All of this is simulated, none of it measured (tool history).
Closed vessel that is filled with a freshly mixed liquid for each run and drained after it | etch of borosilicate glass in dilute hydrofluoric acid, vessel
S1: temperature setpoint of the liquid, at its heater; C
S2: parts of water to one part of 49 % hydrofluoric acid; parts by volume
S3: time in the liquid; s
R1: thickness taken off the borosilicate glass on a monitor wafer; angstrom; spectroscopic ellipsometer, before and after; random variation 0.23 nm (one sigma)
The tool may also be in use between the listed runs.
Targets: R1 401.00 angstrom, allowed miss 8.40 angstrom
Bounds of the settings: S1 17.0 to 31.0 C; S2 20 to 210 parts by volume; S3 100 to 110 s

{"run": 1, "hour": 0.0, "S1": 23.0, "S2": 115, "S3": 100, "R1": 245.31}
{"run": 2, "hour": 9.1, "S1": 23.0, "S2": 115, "S3": 110, "R1": 272.91}
{"run": 3, "hour": 11.6, "S1": 23.0, "S2": 135, "S3": 110, "R1": 224.54}
{"run": 4, "hour": 13.4, "S1": 20.5, "S2": 135, "S3": 110, "R1": 204.85}
{"run": 5, "hour": 16.4, "S1": 23.5, "S2": 125, "S3": 110, "R1": 251.71}
{"run": 6, "hour": 24.2, "S1": 23.5, "S2": 105, "S3": 110, "R1": 309.92}
{"run": 7, "hour": 32.1, "S1": 25.5, "S2": 105, "S3": 110, "R1": 335.48}
{"run": 8, "hour": 40.4, "S1": 27.0, "S2": 105, "S3": 110, "R1": 350.47}

Which of these 5 next moves meets every target?
{"run": "A", "hour": 48.7, "S1": 29.0, "S2": 95, "S3": 110, "R1": "?"}
{"run": "B", "hour": 48.7, "S1": 29.5, "S2": 90, "S3": 100, "R1": "?"}
{"run": "C", "hour": 48.7, "S1": 24.0, "S2": 85, "S3": 110, "R1": "?"}
{"run": "D", "hour": 48.7, "S1": 25.0, "S2": 105, "S3": 105, "R1": "?"}
{"run": "E", "hour": 48.7, "S1": 24.5, "S2": 90, "S3": 110, "R1": "?"}

move=A R1=431.90
move=B R1=425.56
move=C R1=403.30
move=D R1=315.53
move=E R1=385.93
A: takes the result that was furthest off past its target
B: takes the result that was furthest off past its target
C: meets every target
D: further off than the last run
E: nearer than the last run, and not there yet
The right move is C.
